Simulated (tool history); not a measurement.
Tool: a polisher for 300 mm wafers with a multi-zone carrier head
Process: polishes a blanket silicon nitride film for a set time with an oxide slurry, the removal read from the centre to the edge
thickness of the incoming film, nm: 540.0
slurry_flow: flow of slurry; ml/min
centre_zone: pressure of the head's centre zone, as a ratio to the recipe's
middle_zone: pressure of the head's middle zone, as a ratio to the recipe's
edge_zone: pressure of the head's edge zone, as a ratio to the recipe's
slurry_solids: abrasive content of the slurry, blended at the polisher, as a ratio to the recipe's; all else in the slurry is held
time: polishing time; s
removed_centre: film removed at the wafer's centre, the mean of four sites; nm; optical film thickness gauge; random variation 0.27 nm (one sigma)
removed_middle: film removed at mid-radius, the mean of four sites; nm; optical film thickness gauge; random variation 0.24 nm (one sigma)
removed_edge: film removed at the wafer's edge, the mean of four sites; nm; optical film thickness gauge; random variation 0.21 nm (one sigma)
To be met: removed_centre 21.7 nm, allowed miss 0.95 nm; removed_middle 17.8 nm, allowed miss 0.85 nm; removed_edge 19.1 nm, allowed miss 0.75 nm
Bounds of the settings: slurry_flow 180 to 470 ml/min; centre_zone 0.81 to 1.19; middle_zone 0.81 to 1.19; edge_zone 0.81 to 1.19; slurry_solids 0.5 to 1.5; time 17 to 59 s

run 1 hour=0 | slurry_flow=300 centre_zone=1 middle_zone=1 edge_zone=1 slurry_solids=1 time=38 | removed_centre=14.292 removed_middle=14.215 removed_edge=14.303
run 2 hour=7.7 | slurry_flow=300 centre_zone=1 middle_zone=1 edge_zone=1 slurry_solids=1 time=30 | removed_centre=11.417 removed_middle=11.133 removed_edge=11.313
run 3 hour=16.7 | slurry_flow=300 centre_zone=1.02 middle_zone=1 edge_zone=1.01 slurry_solids=1.05 time=31 | removed_centre=12.279 removed_middle=11.804 removed_edge=11.814
run 4 hour=21.5 | slurry_flow=300 centre_zone=1.02 middle_zone=1 edge_zone=1.01 slurry_solids=1.2 time=31 | removed_centre=13.278 removed_middle=12.851 removed_edge=13.035
run 5 hour=28.1 | slurry_flow=300 centre_zone=1.02 middle_zone=1 edge_zone=1.01 slurry_solids=1.1 time=31 | removed_centre=12.488 removed_middle=11.922 removed_edge=12.164
run 6 hour=34.1 | slurry_flow=300 centre_zone=1.04 middle_zone=1 edge_zone=1.02 slurry_solids=1.15 time=32 | removed_centre=13.405 removed_middle=12.603 removed_edge=13.033
run 7 hour=37.8 | slurry_flow=305 centre_zone=1.06 middle_zone=1 edge_zone=1.02 slurry_solids=1.2 time=33 | removed_centre=14.33 removed_middle=13.513 removed_edge=13.775
run 8 hour=45.4 | slurry_flow=305 centre_zone=1.06 middle_zone=1 edge_zone=1.02 slurry_solids=1.2 time=33 | removed_centre=14.203 removed_middle=13.691 removed_edge=13.927
run 9 hour=53 | slurry_flow=305 centre_zone=1.06 middle_zone=1 edge_zone=1.02 slurry_solids=1.2 time=33 | removed_centre=14.456 removed_middle=13.644 removed_edge=13.792
run 10 hour=60.5 | slurry_flow=320 centre_zone=1.16 middle_zone=0.98 edge_zone=1.12 slurry_solids=1.45 time=39 | removed_centre=20.177 removed_middle=17.481 removed_edge=18.558

Which of these 5 next moves meets every target?
run A hour=68 | slurry_flow=310 centre_zone=1.05 middle_zone=1.09 edge_zone=1.13 slurry_solids=1.5 time=42 | removed_centre=? removed_middle=? removed_edge=?
run B hour=68 | slurry_flow=285 centre_zone=1.19 middle_zone=0.92 edge_zone=1.02 slurry_solids=1.4 time=43 | removed_centre=? removed_middle=? removed_edge=?
run C hour=68 | slurry_flow=325 centre_zone=1.03 middle_zone=1.02 edge_zone=1.19 slurry_solids=1.5 time=42 | removed_centre=? removed_middle=? removed_edge=?
run D hour=68 | slurry_flow=225 centre_zone=1.12 middle_zone=0.97 edge_zone=1.07 slurry_solids=1.25 time=44 | removed_centre=? removed_middle=? removed_edge=?
run E hour=68 | slurry_flow=385 centre_zone=1.13 middle_zone=1.19 edge_zone=1.02 slurry_solids=1.35 time=40 | removed_centre=? removed_middle=? removed_edge=?

move=A removed_centre=20.125 removed_middle=20.573 removed_edge=20.396
move=B removed_centre=21.538 removed_middle=18.013 removed_edge=19.292
move=C removed_centre=19.952 removed_middle=19.68 removed_edge=20.984
move=D removed_centre=19.66 removed_middle=17.796 removed_edge=18.849
move=E removed_centre=19.563 removed_middle=20.302 removed_edge=17.911
A: further off than the last run
B: meets every target
C: further off than the last run
D: further off than the last run
E: further off than the last run
Answer: B
